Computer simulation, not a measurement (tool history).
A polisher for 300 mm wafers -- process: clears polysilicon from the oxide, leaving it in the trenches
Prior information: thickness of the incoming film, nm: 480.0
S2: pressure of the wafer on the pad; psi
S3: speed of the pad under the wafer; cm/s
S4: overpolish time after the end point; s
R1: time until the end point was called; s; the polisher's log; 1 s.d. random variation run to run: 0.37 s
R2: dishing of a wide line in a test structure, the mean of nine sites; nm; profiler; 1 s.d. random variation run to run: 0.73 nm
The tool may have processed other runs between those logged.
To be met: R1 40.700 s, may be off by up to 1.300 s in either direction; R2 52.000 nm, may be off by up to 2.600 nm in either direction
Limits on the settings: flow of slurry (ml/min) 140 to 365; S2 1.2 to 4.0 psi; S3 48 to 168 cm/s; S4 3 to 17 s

run 1 hour=0.0 | flow_of_slurry_(ml/min)=235 S2=2.6 S3=108 S4=9 | R1=30.285 R2=57.974
run 2 hour=3.0 | flow_of_slurry_(ml/min)=235 S2=2.6 S3=92 S4=9 | R1=35.067 R2=54.297
run 3 hour=10.9 | flow_of_slurry_(ml/min)=235 S2=2.5 S3=92 S4=9 | R1=36.092 R2=55.140
run 4 hour=17.8 | flow_of_slurry_(ml/min)=235 S2=2.5 S3=68 S4=9 | R1=49.078 R2=47.843
run 5 hour=23.7 | flow_of_slurry_(ml/min)=235 S2=2.6 S3=68 S4=9 | R1=47.056 R2=48.826
run 6 hour=25.2 | flow_of_slurry_(ml/min)=235 S2=2.6 S3=68 S4=10 | R1=47.266 R2=50.490
run 7 hour=31.4 | flow_of_slurry_(ml/min)=235 S2=2.7 S3=68 S4=10 | R1=45.482 R2=52.733
run 8 hour=38.4 | flow_of_slurry_(ml/min)=240 S2=2.9 S3=68 S4=9 | R1=43.656 R2=49.767

5 next moves are on the table. One of them brings every result within its allowed miss. Which?
run A hour=45.4 | flow_of_slurry_(ml/min)=210 S2=2.9 S3=74 S4=9 | R1=? R2=?
run B hour=45.4 | flow_of_slurry_(ml/min)=305 S2=3.3 S3=60 S4=10 | R1=? R2=?
run C hour=45.4 | flow_of_slurry_(ml/min)=140 S2=3.5 S3=62 S4=10 | R1=? R2=?
run D hour=45.4 | flow_of_slurry_(ml/min)=290 S2=2.7 S3=70 S4=10 | R1=? R2=?
run E hour=45.4 | flow_of_slurry_(ml/min)=200 S2=3.0 S3=60 S4=9 | R1=? R2=?

move=A R1=41.281 R2=52.157
move=B R1=44.233 R2=52.954
move=C R1=44.664 R2=52.742
move=D R1=44.422 R2=52.861
move=E R1=49.439 R2=47.997
A: hits every target within its allowed miss
B: the biggest miss grows against the last run
C: the biggest miss grows against the last run
D: the biggest miss grows against the last run
E: the biggest miss grows against the last run
So the answer is move A, the one that meets all the targets.

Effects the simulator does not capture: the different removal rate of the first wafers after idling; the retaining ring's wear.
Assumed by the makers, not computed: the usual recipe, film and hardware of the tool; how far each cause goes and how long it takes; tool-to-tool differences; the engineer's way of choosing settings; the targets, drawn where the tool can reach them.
